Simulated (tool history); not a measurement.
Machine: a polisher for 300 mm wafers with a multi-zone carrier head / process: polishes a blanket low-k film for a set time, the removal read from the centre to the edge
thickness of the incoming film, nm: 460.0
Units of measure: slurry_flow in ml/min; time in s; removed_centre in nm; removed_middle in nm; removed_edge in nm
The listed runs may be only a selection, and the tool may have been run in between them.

run	hour	slurry_flow	centre_zone	middle_zone	edge_zone	slurry_solids	time	removed_centre	removed_middle	removed_edge
1	0.0	180	1.00	1.00	1.00	1.0	47	25.097	25.656	26.098
2	8.4	180	1.00	1.00	1.00	1.2	47	27.536	28.197	28.706
3	10.3	185	0.99	1.02	1.00	1.2	47	27.837	28.705	28.655
4	14.0	185	0.97	1.04	1.00	1.2	47	27.430	29.325	28.700
5	19.3	220	0.97	1.04	1.00	1.2	47	28.279	29.451	28.944
6	20.1	220	0.97	1.04	1.04	1.2	47	28.064	30.656	29.612
7	21.4	220	0.96	1.05	1.05	1.2	47	27.391	29.744	30.291
8	24.9	220	0.94	1.07	1.04	1.2	47	26.930	30.996	30.191
9	30.1	220	0.94	1.08	1.04	1.2	47	26.785	30.687	30.042

Forecast run 10:
10	37.5	225	0.93	1.09	1.03	1.2	47	?	?	?

Logged for run 10: removed_centre 27.079 nm, removed_middle 30.593 nm, removed_edge 29.695 nm.
